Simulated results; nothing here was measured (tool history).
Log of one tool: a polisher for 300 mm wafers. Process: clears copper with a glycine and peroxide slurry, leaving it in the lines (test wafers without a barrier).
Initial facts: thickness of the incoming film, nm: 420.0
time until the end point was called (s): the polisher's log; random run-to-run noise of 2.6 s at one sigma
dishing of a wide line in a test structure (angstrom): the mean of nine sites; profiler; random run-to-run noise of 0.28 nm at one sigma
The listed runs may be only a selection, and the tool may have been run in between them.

run  hour  flow of slurry (ml/min)  pressure of the wafer on the pad (psi)  speed of the pad under the wafer (cm/s)  overpolish time after the end point (s)  time until the end point was called (s)  dishing of a wide line in a test structure (angstrom)
  1   0.0                      275                                     2.3                                       82                                       12                                  110.320                                                 298.82
  2   1.8                      275                                     2.3                                       98                                       12                                  101.430                                                 318.86
  3   6.1                      275                                     2.3                                      114                                       12                                   87.544                                                 331.17
  4  12.8                      275                                     2.3                                      114                                       15                                   89.546                                                 369.11
  5  17.5                      250                                     2.0                                      114                                       13                                   99.202                                                 337.34
  6  20.7                      250                                     1.5                                      114                                       13                                  119.560                                                 286.31
  7  26.5                      290                                     1.4                                      114                                       11                                  122.750                                                 246.84
  8  27.6                      335                                     1.3                                      106                                        5                                  137.090                                                 125.43

Run 9, settings as shown, results not yet in. Your forecast:
  9  32.0                      330                                     1.3                                      106                                        5                                        ?                                                      ?

Run 9 yielded time until the end point was called (s) 132.510, dishing of a wide line in a test structure (angstrom) 127.59.
